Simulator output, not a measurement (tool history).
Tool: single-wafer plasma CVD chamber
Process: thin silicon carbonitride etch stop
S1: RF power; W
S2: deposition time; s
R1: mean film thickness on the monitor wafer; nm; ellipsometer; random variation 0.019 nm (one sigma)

run  hour   S1    S2       R1
  1   0.0  180  20.6  11.4200
  2   4.8  200  20.6  11.6910
  3  10.4  185  18.9  10.5300
  4  15.6  170  17.8   9.7177
  5  19.3  160  17.2   9.2558
  6  24.4  185  17.2   9.5859
  7  30.3  185  17.2   9.5857
  8  38.2  170  16.7   9.0800
  9  41.0  170  16.7   9.0995
 10  47.5  160  16.5   8.8717
 11  55.3  150  16.4   8.6750
 12  59.1  145  16.3   8.5548

Run 13 comes next. What will it give?
 13  67.0  140  16.3   ?

{"run 13": {"R1": 8.4488}}

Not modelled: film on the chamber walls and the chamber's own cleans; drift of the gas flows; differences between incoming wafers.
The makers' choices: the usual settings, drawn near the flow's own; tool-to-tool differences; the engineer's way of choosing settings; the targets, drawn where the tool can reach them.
